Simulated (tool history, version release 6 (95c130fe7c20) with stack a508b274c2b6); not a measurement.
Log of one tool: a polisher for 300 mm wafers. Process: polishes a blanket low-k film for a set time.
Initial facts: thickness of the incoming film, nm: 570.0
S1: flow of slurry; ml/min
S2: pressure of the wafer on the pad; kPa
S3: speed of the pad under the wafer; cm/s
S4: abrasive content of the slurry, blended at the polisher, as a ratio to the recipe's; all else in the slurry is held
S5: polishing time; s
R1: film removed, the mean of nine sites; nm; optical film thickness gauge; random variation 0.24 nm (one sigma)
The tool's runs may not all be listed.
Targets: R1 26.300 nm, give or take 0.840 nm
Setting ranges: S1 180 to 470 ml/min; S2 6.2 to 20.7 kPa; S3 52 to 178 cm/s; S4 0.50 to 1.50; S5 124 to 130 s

Run 1, hour 0.0: S1 300 ml/min, S2 13.1 kPa, S3 114 cm/s, S4 1.00, S5 124 s. Result: R1 56.572 nm.
Run 2, hour 1.0: S1 300 ml/min, S2 13.1 kPa, S3 114 cm/s, S4 1.00, S5 124 s. Result: R1 56.019 nm.
Run 3, hour 9.0: S1 235 ml/min, S2 13.1 kPa, S3 114 cm/s, S4 1.00, S5 124 s. Result: R1 55.471 nm.
Run 4, hour 15.6: S1 200 ml/min, S2 13.1 kPa, S3 114 cm/s, S4 1.00, S5 124 s. Result: R1 54.336 nm.
Run 5, hour 20.2: S1 200 ml/min, S2 11.0 kPa, S3 106 cm/s, S4 1.00, S5 124 s. Result: R1 44.934 nm.
Run 6, hour 21.0: S1 200 ml/min, S2 9.7 kPa, S3 106 cm/s, S4 1.00, S5 124 s. Result: R1 38.749 nm.
Run 7, hour 25.3: S1 200 ml/min, S2 9.0 kPa, S3 102 cm/s, S4 1.00, S5 124 s. Result: R1 35.835 nm.
Run 8, hour 27.0: S1 200 ml/min, S2 8.3 kPa, S3 98 cm/s, S4 1.00, S5 124 s. Result: R1 32.693 nm.
Run 9, hour 31.1: S1 200 ml/min, S2 7.6 kPa, S3 96 cm/s, S4 1.00, S5 124 s. Result: R1 29.506 nm.
Run 10, hour 34.9: S1 200 ml/min, S2 6.9 kPa, S3 96 cm/s, S4 1.00, S5 124 s. Result: R1 27.325 nm.
Run 11, hour 43.7: S1 200 ml/min, S2 6.2 kPa, S3 96 cm/s, S4 1.00, S5 124 s. Result: R1 25.305 nm.
Run 12, hour 47.1: S1 200 ml/min, S2 6.9 kPa, S3 96 cm/s, S4 1.00, S5 124 s. Result: R1 27.307 nm.
Run 13, hour 50.6: S1 200 ml/min, S2 6.2 kPa, S3 96 cm/s, S4 1.00, S5 124 s. Result: R1 24.965 nm.
Run 14, hour 57.3: S1 200 ml/min, S2 6.9 kPa, S3 96 cm/s, S4 1.00, S5 124 s. Result: R1 27.620 nm.

Next run, 4 choices. One meets every target within its allowed miss, the rest don't. Which?
Run A, hour 64.0: S1 220 ml/min, S2 6.9 kPa, S3 102 cm/s, S4 0.95, S5 124 s. Result: R1 ?.
Run B, hour 64.0: S1 210 ml/min, S2 7.6 kPa, S3 84 cm/s, S4 1.10, S5 130 s. Result: R1 ?.
Run C, hour 64.0: S1 235 ml/min, S2 8.3 kPa, S3 86 cm/s, S4 0.90, S5 128 s. Result: R1 ?.
Run D, hour 64.0: S1 185 ml/min, S2 6.9 kPa, S3 96 cm/s, S4 0.70, S5 130 s. Result: R1 ?.

move      R1
   A  28.544
   B  29.472
   C  30.369
   D  26.077
A: the biggest miss grows against the last run
B: the biggest miss grows against the last run
C: the biggest miss grows against the last run
D: all results land within tolerance of their targets
D is the move that brings every result within its allowed miss.
